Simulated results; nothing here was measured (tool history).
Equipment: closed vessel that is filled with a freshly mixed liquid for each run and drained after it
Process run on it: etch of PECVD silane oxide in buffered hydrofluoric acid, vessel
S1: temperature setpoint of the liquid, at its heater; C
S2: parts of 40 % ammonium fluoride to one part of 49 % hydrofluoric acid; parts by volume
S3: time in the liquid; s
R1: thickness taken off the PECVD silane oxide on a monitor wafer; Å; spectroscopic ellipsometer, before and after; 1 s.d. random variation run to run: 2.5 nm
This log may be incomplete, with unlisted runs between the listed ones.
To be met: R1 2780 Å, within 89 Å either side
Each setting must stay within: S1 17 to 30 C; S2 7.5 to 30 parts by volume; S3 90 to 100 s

run	day	S1	S2	S3	R1
1	0	22	22	90	1532.5
2	0.067	22	28	90	1279.1
3	0.133	24	25	90	1530.3
4	0.192	25.5	22	90	1836.5
5	0.471	27.5	22	90	2069.5
6	0.575	28	20.5	90	2234
7	0.846	28.5	19.5	90	2418.1
8	1.088	29	19	90	2490
9	1.254	30	17	90	2969.7

Pick the move, out of 5, that brings all results within their allowed miss; only one does.
A	1.421	28	15.5	95	?
B	1.421	30	16.5	90	?
C	1.421	30	14.5	90	?
D	1.421	24.5	15	100	?
E	1.421	25.5	13.5	95	?

move	R1
A	3058.5
B	3032.2
C	3442.1
D	2748.8
E	3059
A: its largest miss is bigger than the last run's
B: its largest miss is bigger than the last run's
C: its largest miss is bigger than the last run's
D: each result inside its tolerance
E: its largest miss is bigger than the last run's
Go with D: it meets all targets.
